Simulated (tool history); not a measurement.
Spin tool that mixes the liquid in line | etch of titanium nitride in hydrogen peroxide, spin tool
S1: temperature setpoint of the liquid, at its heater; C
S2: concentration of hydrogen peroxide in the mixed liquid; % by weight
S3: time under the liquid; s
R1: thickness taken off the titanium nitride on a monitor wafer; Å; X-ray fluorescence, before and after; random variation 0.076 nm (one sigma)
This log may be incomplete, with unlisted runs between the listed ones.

run    day    S1    S2   S3      R1
  1  0.000  43.0  25.5  280  41.519
  2  0.346  44.0  25.5  280  44.972
  3  0.400  44.0  27.5  280  45.259
  4  0.550  45.0  27.5  280  50.326
  5  0.888  45.0  30.0  280  50.843
  6  1.054  45.5  30.0  280  50.883
  7  1.383  46.0  30.0  280  54.211
  8  1.754  46.5  30.0  280  55.371

Run 9 comes next. What will it give?
  9  1.854  47.0  30.0  280   ?

Run 9 gave R1 58.886 Å.
